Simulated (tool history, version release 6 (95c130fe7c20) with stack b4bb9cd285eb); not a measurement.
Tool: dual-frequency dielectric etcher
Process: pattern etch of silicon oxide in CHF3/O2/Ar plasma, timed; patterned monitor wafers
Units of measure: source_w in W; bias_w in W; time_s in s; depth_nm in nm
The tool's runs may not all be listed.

Run 1, day 0.000: source_w 620 W, bias_w 185 W, time_s 601.0 s. Result: depth_nm 1281.7 nm.
Run 2, day 0.146: source_w 580 W, bias_w 184 W, time_s 601.0 s. Result: depth_nm 1247.2 nm.
Run 3, day 0.329: source_w 580 W, bias_w 184 W, time_s 626.5 s. Result: depth_nm 1303.7 nm.
Run 4, day 0.558: source_w 690 W, bias_w 184 W, time_s 626.5 s. Result: depth_nm 1396.0 nm.
Run 5, day 0.617: source_w 630 W, bias_w 184 W, time_s 626.5 s. Result: depth_nm 1341.4 nm.
Run 6, day 0.700: source_w 570 W, bias_w 182 W, time_s 626.5 s. Result: depth_nm 1293.7 nm.

Run 7 has not been measured yet. What should we expect?
Run 7, day 1.075: source_w 530 W, bias_w 181 W, time_s 626.5 s. Result: depth_nm ?.

Run 7 gave depth_nm 1260.6 nm.
